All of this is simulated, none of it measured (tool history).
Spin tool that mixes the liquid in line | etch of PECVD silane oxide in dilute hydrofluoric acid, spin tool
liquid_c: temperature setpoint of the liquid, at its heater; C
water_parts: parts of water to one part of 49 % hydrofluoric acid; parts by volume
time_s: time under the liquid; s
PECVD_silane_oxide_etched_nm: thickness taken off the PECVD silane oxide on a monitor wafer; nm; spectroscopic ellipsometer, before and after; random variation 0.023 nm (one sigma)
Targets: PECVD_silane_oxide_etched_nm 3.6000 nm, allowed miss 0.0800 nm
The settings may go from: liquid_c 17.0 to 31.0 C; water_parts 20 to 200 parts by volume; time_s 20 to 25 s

run	day	liquid_c	water_parts	time_s	PECVD_silane_oxide_etched_nm
1	0.000	23.0	110	25	4.9626
2	0.121	22.0	110	25	4.8032
3	0.329	22.0	110	25	4.7370
4	0.662	22.0	110	25	4.7625
5	0.771	22.0	90	25	5.9492
6	0.800	22.0	60	25	9.2903
7	1.125	21.0	70	25	7.5067
8	1.483	20.5	75	25	6.8753
9	1.829	20.0	80	25	6.3193
10	1.867	17.0	125	25	3.3490
11	2.233	17.5	125	25	3.4154

Which of these 4 next moves meets every target?
A	2.600	17.5	110	20	?
B	2.600	17.5	120	25	?
C	2.600	17.0	130	25	?
D	2.600	17.0	135	25	?

move	PECVD_silane_oxide_etched_nm
A	3.2153
B	3.6465
C	3.2638
D	3.1274
A: further off than the last run
B: meets every target
C: further off than the last run
D: further off than the last run
Answer: B

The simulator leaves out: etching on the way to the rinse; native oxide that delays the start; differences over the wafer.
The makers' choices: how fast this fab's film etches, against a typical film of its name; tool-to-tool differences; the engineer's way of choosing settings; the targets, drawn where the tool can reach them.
